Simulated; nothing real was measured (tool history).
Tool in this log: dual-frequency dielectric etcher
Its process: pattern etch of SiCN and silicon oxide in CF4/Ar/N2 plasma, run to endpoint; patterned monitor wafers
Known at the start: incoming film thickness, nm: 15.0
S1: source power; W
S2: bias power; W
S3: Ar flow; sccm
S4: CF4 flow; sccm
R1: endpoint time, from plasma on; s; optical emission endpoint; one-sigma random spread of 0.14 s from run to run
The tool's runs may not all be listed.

run  hour   S1  S2   S3  S4      R1
  1   0.0  450  90  106  58  17.201
  2   3.9  440  90  106  58  17.565
  3   8.9  500  90  106  58  16.127
  4  12.9  480  89  106  58  16.457
  5  20.9  460  88  106  58  17.407
  6  22.6  450  88  106  58  17.473
  7  27.4  450  88  106  58  17.289

Estimate the outcome of run 8 from the log above:
  8  34.0  430  87  106  58   ?

R1: 17.954 s

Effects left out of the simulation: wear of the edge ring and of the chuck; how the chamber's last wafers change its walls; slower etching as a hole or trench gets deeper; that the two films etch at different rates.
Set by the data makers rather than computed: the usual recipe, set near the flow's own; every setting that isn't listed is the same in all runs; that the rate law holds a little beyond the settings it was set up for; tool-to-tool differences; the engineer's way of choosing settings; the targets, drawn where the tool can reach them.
